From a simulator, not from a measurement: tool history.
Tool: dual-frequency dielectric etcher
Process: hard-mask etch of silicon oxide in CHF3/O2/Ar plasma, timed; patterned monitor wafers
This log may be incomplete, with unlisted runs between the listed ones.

run	hour	source power (W)	bias power (W)	etch time (s)	mean etch depth across the wafer (Å)
1	0.0	530	210	25	492.08
2	8.8	560	214	25	511.96
3	17.7	510	214	25	488.53
4	21.6	510	185	25	467.24
5	29.9	570	185	25	487.48
6	34.3	610	188	25	495.26
7	36.5	630	196	25	506.48

Run 8 has not been measured yet. What should we expect?
8	44.2	650	203	25	?

mean etch depth across the wafer (Å): 515.62
